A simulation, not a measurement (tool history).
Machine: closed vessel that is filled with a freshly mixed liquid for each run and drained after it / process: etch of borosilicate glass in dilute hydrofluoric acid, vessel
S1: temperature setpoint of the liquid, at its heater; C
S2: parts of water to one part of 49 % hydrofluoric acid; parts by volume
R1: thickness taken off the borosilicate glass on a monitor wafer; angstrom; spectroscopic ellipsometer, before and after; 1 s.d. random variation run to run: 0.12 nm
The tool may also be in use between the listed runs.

{"run": 1, "hour": 0.0, "S1": 23.0, "S2": 170, "time in the liquid (s)": 85, "R1": 164.79}
{"run": 2, "hour": 1.8, "S1": 23.0, "S2": 170, "time in the liquid (s)": 85, "R1": 166.47}
{"run": 3, "hour": 7.0, "S1": 21.5, "S2": 170, "time in the liquid (s)": 85, "R1": 157.02}
{"run": 4, "hour": 13.7, "S1": 21.5, "S2": 170, "time in the liquid (s)": 85, "R1": 155.61}
{"run": 5, "hour": 21.5, "S1": 18.0, "S2": 170, "time in the liquid (s)": 85, "R1": 135.86}
{"run": 6, "hour": 24.6, "S1": 19.5, "S2": 170, "time in the liquid (s)": 85, "R1": 144.84}
{"hour": 25.6, "done": "thermometer replaced"}
{"run": 7, "hour": 25.6, "S1": 21.0, "S2": 170, "time in the liquid (s)": 85, "R1": 143.67}

Predict the results of run 8:
{"run": 8, "hour": 28.5, "S1": 25.0, "S2": 100, "time in the liquid (s)": 85, "R1": "?"}

Run 8 produced R1 312.05 angstrom.
